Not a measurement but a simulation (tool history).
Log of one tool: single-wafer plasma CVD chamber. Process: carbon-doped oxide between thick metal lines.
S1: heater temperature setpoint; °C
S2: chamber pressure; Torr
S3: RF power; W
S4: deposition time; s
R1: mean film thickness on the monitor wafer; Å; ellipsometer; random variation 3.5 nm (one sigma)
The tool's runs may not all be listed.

{"run": 1, "hour": 0.0, "S1": 360, "S2": 4.2, "S3": 415, "S4": 132, "R1": 5408.5}
{"run": 2, "hour": 1.9, "S1": 360, "S2": 4.2, "S3": 415, "S4": 136, "R1": 5590.2}
{"run": 3, "hour": 7.9, "S1": 359, "S2": 4.3, "S3": 420, "S4": 136, "R1": 5699.3}
{"run": 4, "hour": 15.3, "S1": 359, "S2": 4.3, "S3": 420, "S4": 132, "R1": 5449.1}
{"run": 5, "hour": 16.7, "S1": 359, "S2": 4.3, "S3": 420, "S4": 136, "R1": 5670.4}
{"run": 6, "hour": 20.5, "S1": 358, "S2": 4.38, "S3": 425, "S4": 136, "R1": 5693.2}

Forecast run 7:
{"run": 7, "hour": 29.0, "S1": 358, "S2": 4.38, "S3": 430, "S4": 136, "R1": "?"}

Run 7 gave R1 5848.0 Å.
